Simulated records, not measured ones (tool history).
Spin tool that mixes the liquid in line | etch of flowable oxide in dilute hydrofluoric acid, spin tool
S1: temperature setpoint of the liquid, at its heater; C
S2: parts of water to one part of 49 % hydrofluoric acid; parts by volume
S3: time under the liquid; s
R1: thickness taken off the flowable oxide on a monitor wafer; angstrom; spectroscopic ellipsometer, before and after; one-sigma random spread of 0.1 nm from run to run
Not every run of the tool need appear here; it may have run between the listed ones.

| run | hour | S1 | S2 | S3 | R1 |
|---|---|---|---|---|---|
| 1 | 0.0 | 21.0 | 115 | 15 | 82.420 |
| 2 | 1.1 | 22.0 | 110 | 15 | 89.096 |
| 3 | 8.1 | 20.5 | 110 | 15 | 83.187 |
| 4 | 16.3 | 21.5 | 105 | 15 | 92.635 |
| 5 | 24.4 | 21.5 | 105 | 15 | 92.849 |
| 6 | 29.6 | 22.5 | 100 | 15 | 102.350 |
| 7 | 34.4 | 23.0 | 95 | 15 | 109.470 |
| 8 | 36.2 | 27.0 | 60 | 15 | 213.920 |
| 9 | 37.1 | 26.5 | 60 | 15 | 208.170 |
| 10 | 42.6 | 26.0 | 60 | 15 | 204.370 |
| 11 | 45.7 | 25.5 | 60 | 15 | 200.660 |

What does the tool deliver on the next run?
| 12 | 47.4 | 24.0 | 60 | 15 | ? |

{"run 12": {"R1": 190.11}}
